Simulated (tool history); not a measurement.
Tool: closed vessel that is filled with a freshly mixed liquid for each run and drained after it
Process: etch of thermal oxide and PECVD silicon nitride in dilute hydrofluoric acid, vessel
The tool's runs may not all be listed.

run,hour,temperature setpoint of the liquid (K),parts of water to one part of 49 % hydrofluoric acid (parts by volume),time in the liquid (s),thickness taken off the thermal oxide on a monitor wafer (nm),thickness taken off the PECVD silicon nitride on a monitor wafer (nm)
1,0,295.15,70,95,6.5521,2.8648
2,4.2,293.65,70,95,6.1516,2.5909
3,8.4,296.15,70,95,6.7881,3.0925
4,14.4,296.65,75,95,6.4354,2.9487
5,19.4,296.65,75,65,4.4136,2.042
6,25.6,297.15,75,65,4.5273,2.1143
7,27.3,300.65,85,65,4.5189,2.321

Forecast run 8:
8,34.6,300.65,80,65,?,?

{"run 8": {"thickness taken off the thermal oxide on a monitor wafer (nm)": 4.8444, "thickness taken off the PECVD silicon nitride on a monitor wafer (nm)": 2.4815}}
